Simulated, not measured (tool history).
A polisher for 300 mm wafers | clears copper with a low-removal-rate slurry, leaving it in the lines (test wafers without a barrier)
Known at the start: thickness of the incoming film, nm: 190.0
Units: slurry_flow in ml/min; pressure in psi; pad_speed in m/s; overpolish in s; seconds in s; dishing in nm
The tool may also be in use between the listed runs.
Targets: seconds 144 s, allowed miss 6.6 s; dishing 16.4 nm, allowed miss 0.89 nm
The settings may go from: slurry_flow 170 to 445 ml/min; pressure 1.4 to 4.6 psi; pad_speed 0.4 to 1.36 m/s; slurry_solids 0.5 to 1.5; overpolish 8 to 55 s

run 1 hour=0 | slurry_flow=285 pressure=3 pad_speed=0.88 slurry_solids=1 overpolish=28 | seconds=76.104 dishing=21.229
run 2 hour=8.8 | slurry_flow=240 pressure=3 pad_speed=0.88 slurry_solids=1 overpolish=28 | seconds=76.654 dishing=21.783
run 3 hour=10.4 | slurry_flow=240 pressure=3 pad_speed=0.88 slurry_solids=1.1 overpolish=28 | seconds=77.408 dishing=21.502
run 4 hour=11.6 | slurry_flow=240 pressure=2.6 pad_speed=0.86 slurry_solids=1.1 overpolish=26 | seconds=88.949 dishing=20.039
run 5 hour=15.3 | slurry_flow=240 pressure=2.3 pad_speed=0.84 slurry_solids=1.1 overpolish=25 | seconds=102.52 dishing=18.314
run 6 hour=20.1 | slurry_flow=240 pressure=2.3 pad_speed=0.84 slurry_solids=1.1 overpolish=33 | seconds=100.43 dishing=20.321
run 7 hour=25.3 | slurry_flow=240 pressure=2.1 pad_speed=0.82 slurry_solids=1.1 overpolish=32 | seconds=113.19 dishing=19.468
run 8 hour=33.9 | slurry_flow=240 pressure=1.9 pad_speed=0.82 slurry_solids=1.1 overpolish=31 | seconds=124.75 dishing=18.671
run 9 hour=35.9 | slurry_flow=240 pressure=1.8 pad_speed=0.82 slurry_solids=1.1 overpolish=29 | seconds=133.74 dishing=17.801
run 10 hour=38.7 | slurry_flow=240 pressure=1.8 pad_speed=0.82 slurry_solids=1.1 overpolish=28 | seconds=129.81 dishing=17.002

5 next moves are on the table. One of them brings every result within its allowed miss. Which?
run A hour=41.5 | slurry_flow=200 pressure=2.2 pad_speed=0.84 slurry_solids=1.05 overpolish=22 | seconds=? dishing=?
run B hour=41.5 | slurry_flow=230 pressure=1.8 pad_speed=0.74 slurry_solids=1.1 overpolish=28 | seconds=? dishing=?
run C hour=41.5 | slurry_flow=250 pressure=1.9 pad_speed=0.78 slurry_solids=1.2 overpolish=29 | seconds=? dishing=?
run D hour=41.5 | slurry_flow=245 pressure=2 pad_speed=0.76 slurry_solids=1.15 overpolish=23 | seconds=? dishing=?
run E hour=41.5 | slurry_flow=245 pressure=1.8 pad_speed=0.88 slurry_solids=1.05 overpolish=23 | seconds=? dishing=?

move=A seconds=112.85 dishing=16.797
move=B seconds=148.43 dishing=16.378
move=C seconds=131.29 dishing=17.707
move=D seconds=129.36 dishing=15.954
move=E seconds=128.57 dishing=15.935
A: further off than the last run
B: meets every target
C: nearer than the last run, and not there yet
D: as far off as the last run
E: further off than the last run
Move B is the one to make.
